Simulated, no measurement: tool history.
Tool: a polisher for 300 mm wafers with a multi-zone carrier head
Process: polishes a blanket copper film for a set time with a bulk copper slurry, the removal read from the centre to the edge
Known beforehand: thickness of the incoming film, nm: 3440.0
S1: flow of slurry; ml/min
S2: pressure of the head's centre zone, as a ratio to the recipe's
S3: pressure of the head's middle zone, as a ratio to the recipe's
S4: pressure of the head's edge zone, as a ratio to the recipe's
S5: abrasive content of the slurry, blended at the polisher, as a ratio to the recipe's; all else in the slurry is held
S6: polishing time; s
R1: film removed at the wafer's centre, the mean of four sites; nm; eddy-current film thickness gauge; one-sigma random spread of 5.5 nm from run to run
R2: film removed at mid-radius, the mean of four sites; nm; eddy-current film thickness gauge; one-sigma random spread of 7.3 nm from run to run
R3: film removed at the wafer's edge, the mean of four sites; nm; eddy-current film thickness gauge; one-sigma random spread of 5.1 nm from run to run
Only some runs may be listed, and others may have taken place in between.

run,hour,S1,S2,S3,S4,S5,S6,R1,R2,R3
1,0,210,1,1,1,1,76,1052.7,1070.6,1056.7
2,1.6,200,0.96,0.97,0.99,0.9,74,957.43,966.44,1017.9
3,7.3,200,0.96,0.97,0.99,0.9,63,808.95,816.5,864.33
4,13.8,200,0.96,0.9,0.99,0.9,63,797.24,756.46,861.66
5,17,200,0.96,0.9,0.99,0.9,79,1008.5,990.4,1078.8
6,25.3,195,0.93,0.91,0.96,0.8,77,922.25,905.89,1009.4
7,31.6,185,0.91,0.93,0.94,0.75,75,868.76,911.68,939.83
8,36.4,175,0.89,0.92,0.94,0.7,74,822.94,847.35,925.02
9,42.4,170,0.87,0.92,0.93,0.65,73,780.21,841.33,892.09
10,48.5,170,0.87,0.92,0.93,0.65,73,774.02,828.34,893.25
11,49.8,165,0.86,0.91,0.92,0.6,73,737.03,796.46,874
12,57.2,160,0.85,0.9,0.9,0.6,73,732.09,796.37,858.21
13,65.6,155,0.84,0.89,0.89,0.6,73,710.72,785.89,850.52

Run 14, settings as shown, results not yet in. Your forecast:
14,67.3,150,0.84,0.88,0.88,0.6,73,?,?,?

{"run 14": {"R1": 727.7, "R2": 764.42, "R3": 841.14}}
